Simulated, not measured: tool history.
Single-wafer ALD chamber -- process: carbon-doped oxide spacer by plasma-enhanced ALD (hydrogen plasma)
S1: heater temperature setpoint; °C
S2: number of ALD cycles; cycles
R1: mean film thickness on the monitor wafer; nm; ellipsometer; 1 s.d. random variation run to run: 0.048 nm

run 1 day=0.000 | S1=400 S2=298 | R1=13.387
run 2 day=0.062 | S1=400 S2=338 | R1=15.238
run 3 day=0.242 | S1=390 S2=338 | R1=15.182
run 4 day=0.492 | S1=380 S2=338 | R1=15.156
run 5 day=0.754 | S1=380 S2=340 | R1=15.281
run 6 day=0.842 | S1=380 S2=342 | R1=15.333
run 7 day=0.975 | S1=380 S2=344 | R1=15.539

What does the tool deliver on the next run?
run 8 day=1.254 | S1=380 S2=345 | R1=?

Run 8 gave R1 15.612 nm.
